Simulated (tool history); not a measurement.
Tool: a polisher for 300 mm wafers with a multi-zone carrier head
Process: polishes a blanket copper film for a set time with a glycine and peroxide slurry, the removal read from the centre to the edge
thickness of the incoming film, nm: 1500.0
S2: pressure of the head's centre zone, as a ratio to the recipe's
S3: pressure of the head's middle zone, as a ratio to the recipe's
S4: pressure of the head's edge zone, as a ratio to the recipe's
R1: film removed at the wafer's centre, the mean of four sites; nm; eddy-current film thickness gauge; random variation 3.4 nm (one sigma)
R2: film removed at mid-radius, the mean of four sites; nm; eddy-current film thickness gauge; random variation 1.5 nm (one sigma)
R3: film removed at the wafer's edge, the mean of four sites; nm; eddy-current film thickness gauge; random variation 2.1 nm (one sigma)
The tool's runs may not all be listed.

run 1 hour=0 | flow_of_slurry_(ml/min)=290 S2=1 S3=1 S4=1 polishing_time_(s)=35 | R1=127.47 R2=135.2 R3=135.26
run 2 hour=3.6 | flow_of_slurry_(ml/min)=290 S2=1 S3=0.96 S4=1 polishing_time_(s)=35 | R1=132.8 R2=128.99 R3=131.82
run 3 hour=11.7 | flow_of_slurry_(ml/min)=290 S2=0.92 S3=0.96 S4=1 polishing_time_(s)=35 | R1=122.74 R2=128.35 R3=132.79
run 4 hour=18.3 | flow_of_slurry_(ml/min)=300 S2=0.96 S3=0.97 S4=0.99 polishing_time_(s)=37 | R1=131.23 R2=136.79 R3=140.01
run 5 hour=21.3 | flow_of_slurry_(ml/min)=300 S2=0.96 S3=0.97 S4=0.99 polishing_time_(s)=31 | R1=112.26 R2=116 R3=116.44
run 6 hour=25.7 | flow_of_slurry_(ml/min)=340 S2=0.96 S3=0.97 S4=0.99 polishing_time_(s)=31 | R1=115.98 R2=119.6 R3=118.52
run 7 hour=34.6 | flow_of_slurry_(ml/min)=355 S2=1 S3=0.98 S4=0.98 polishing_time_(s)=34 | R1=131.17 R2=129.93 R3=132.82
run 8 hour=35.6 | flow_of_slurry_(ml/min)=360 S2=1.03 S3=1 S4=0.95 polishing_time_(s)=36 | R1=146.1 R2=142.84 R3=137
run 9 hour=40.1 | flow_of_slurry_(ml/min)=370 S2=1.05 S3=1.01 S4=0.95 polishing_time_(s)=38 | R1=156.61 R2=152.01 R3=144.69
run 10 hour=43.7 | flow_of_slurry_(ml/min)=375 S2=1.07 S3=1.02 S4=0.96 polishing_time_(s)=39 | R1=160.68 R2=158.41 R3=151.86
run 11 hour=44.9 | flow_of_slurry_(ml/min)=380 S2=1.17 S3=1.05 S4=0.86 polishing_time_(s)=49 | R1=225.66 R2=204.71 R3=180.15
run 12 hour=51.5 | flow_of_slurry_(ml/min)=385 S2=1.17 S3=1.05 S4=0.87 polishing_time_(s)=49 | R1=220.85 R2=205.18 R3=182.4

The next listed run, before its measurement:
run 13 hour=54.7 | flow_of_slurry_(ml/min)=390 S2=1.17 S3=1.05 S4=0.88 polishing_time_(s)=49 | R1=? R2=? R3=?

Run 13 gave R1 222.9 nm, R2 203.26 nm, R3 183.8 nm.

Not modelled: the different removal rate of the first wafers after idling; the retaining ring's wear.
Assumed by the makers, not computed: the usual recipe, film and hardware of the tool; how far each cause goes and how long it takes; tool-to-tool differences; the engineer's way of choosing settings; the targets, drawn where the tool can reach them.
